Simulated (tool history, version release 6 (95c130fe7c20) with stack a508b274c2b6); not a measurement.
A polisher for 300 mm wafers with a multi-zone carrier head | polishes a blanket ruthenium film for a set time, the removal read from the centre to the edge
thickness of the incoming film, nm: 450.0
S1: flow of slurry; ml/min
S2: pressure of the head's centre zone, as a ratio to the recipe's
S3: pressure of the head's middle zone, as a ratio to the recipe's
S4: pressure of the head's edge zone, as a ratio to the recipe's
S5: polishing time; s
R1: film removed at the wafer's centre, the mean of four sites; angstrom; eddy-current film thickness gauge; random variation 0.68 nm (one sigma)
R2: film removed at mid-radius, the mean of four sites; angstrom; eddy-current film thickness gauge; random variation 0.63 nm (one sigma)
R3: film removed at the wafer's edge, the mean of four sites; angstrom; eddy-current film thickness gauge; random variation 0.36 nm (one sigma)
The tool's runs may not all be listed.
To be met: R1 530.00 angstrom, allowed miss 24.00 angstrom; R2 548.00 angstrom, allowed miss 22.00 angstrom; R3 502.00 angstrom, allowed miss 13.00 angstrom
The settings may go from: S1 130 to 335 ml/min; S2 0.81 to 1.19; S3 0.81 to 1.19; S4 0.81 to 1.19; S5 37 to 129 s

| run | hour | S1 | S2 | S3 | S4 | S5 | R1 | R2 | R3 |
|---|---|---|---|---|---|---|---|---|---|
| 1 | 0.0 | 215 | 1.00 | 1.00 | 1.00 | 83 | 784.57 | 804.93 | 802.51 |
| 2 | 0.7 | 215 | 1.00 | 1.00 | 0.98 | 78 | 731.28 | 757.60 | 759.06 |
| 3 | 7.4 | 215 | 1.02 | 1.01 | 0.96 | 73 | 717.97 | 734.65 | 690.77 |
| 4 | 10.2 | 215 | 0.98 | 1.01 | 0.96 | 73 | 681.79 | 727.31 | 700.40 |
| 5 | 12.5 | 210 | 0.98 | 1.00 | 0.94 | 70 | 645.56 | 665.69 | 662.42 |
| 6 | 15.9 | 210 | 0.98 | 1.01 | 0.92 | 67 | 624.87 | 654.92 | 627.29 |
| 7 | 23.6 | 205 | 0.98 | 1.01 | 0.90 | 65 | 604.69 | 630.75 | 596.54 |
| 8 | 29.3 | 200 | 0.98 | 1.01 | 0.89 | 64 | 596.99 | 615.64 | 585.38 |
| 9 | 35.2 | 200 | 0.98 | 1.01 | 0.89 | 64 | 586.69 | 610.37 | 579.09 |
| 10 | 38.9 | 190 | 0.98 | 1.01 | 0.88 | 64 | 580.14 | 614.64 | 578.66 |
| 11 | 46.1 | 185 | 0.98 | 1.01 | 0.87 | 63 | 560.63 | 599.35 | 560.53 |

Which of these 5 next moves meets every target?
| A | 53.3 | 215 | 0.98 | 0.95 | 0.98 | 61 | ? | ? | ? |
| B | 53.3 | 150 | 1.01 | 1.02 | 0.82 | 59 | ? | ? | ? |
| C | 53.3 | 160 | 0.95 | 1.16 | 0.85 | 61 | ? | ? | ? |
| D | 53.3 | 135 | 0.90 | 0.98 | 0.90 | 73 | ? | ? | ? |
| E | 53.3 | 195 | 1.03 | 1.16 | 0.81 | 54 | ? | ? | ? |

| move | R1 | R2 | R3 |
|---|---|---|---|
| A | 562.59 | 569.84 | 589.11 |
| B | 521.71 | 548.49 | 500.89 |
| C | 515.56 | 641.93 | 530.28 |
| D | 558.49 | 640.31 | 634.99 |
| E | 515.68 | 588.93 | 471.89 |
A: further off than the last run
B: meets every target
C: nearer than the last run, and not there yet
D: further off than the last run
E: takes the result that was furthest off past its target
Move B is the one to make.
